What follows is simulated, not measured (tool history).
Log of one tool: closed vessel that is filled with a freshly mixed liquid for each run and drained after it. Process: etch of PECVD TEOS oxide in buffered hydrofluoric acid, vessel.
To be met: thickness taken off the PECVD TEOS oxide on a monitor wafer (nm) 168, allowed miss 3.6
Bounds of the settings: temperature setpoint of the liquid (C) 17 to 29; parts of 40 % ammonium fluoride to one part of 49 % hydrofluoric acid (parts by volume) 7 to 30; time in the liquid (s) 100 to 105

| run | hour | temperature setpoint of the liquid (C) | parts of 40 % ammonium fluoride to one part of 49 % hydrofluoric acid (parts by volume) | time in the liquid (s) | thickness taken off the PECVD TEOS oxide on a monitor wafer (nm) |
|---|---|---|---|---|---|
| 1 | 0 | 21 | 20 | 100 | 131.12 |
| 2 | 2.7 | 21 | 20 | 100 | 132.79 |
| 3 | 9.4 | 21.5 | 20 | 100 | 135.82 |
| 4 | 11 | 21.5 | 20 | 105 | 141.7 |
| 5 | 19.2 | 22 | 20 | 105 | 145.05 |
| 6 | 27.7 | 22 | 20 | 100 | 138.37 |
| 7 | 35.2 | 22.5 | 20 | 100 | 142.47 |
| 8 | 36.2 | 23 | 20 | 100 | 145.93 |
| 9 | 42.4 | 23.5 | 20 | 100 | 152.13 |

4 next moves are on the table. One of them brings every result within its allowed miss. Which?
| A | 48.6 | 26 | 22 | 100 | ? |
| B | 48.6 | 24.5 | 18.5 | 105 | ? |
| C | 48.6 | 24 | 18.5 | 100 | ? |
| D | 48.6 | 25.5 | 20.5 | 105 | ? |

| move | thickness taken off the PECVD TEOS oxide on a monitor wafer (nm) |
|---|---|
| A | 163.41 |
| B | 182.34 |
| C | 168.98 |
| D | 175.29 |
A: nearer than the last run, and not there yet
B: takes the result that was furthest off past its target
C: meets every target
D: takes the result that was furthest off past its target
Answer: C
